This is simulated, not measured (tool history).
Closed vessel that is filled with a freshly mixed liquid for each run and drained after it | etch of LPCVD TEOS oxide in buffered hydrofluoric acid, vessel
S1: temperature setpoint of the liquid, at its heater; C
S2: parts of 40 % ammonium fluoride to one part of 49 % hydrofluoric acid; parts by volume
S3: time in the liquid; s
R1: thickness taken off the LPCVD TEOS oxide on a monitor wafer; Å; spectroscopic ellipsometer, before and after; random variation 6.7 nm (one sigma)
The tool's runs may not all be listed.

run  hour    S1   S2  S3      R1
  1     0    24   10  95  4026.1
  2   8.1    24   10  95  3962.9
  3  16.6    24   10  95  4013.9
  4  24.9  25.5   10  95  4316.3
     33.6  -- thermometer replaced
  5  33.6  26.5  9.5  95  4129.4
  6  39.5    28  9.5  95  4542.6
  7  43.3  28.5  8.5  95  5124.8
  8  50.4    29    8  95  5621.2

Run 9 comes next. What will it give?
  9  59.3  29.5   8  95   ?

R1: 5785.1 Å
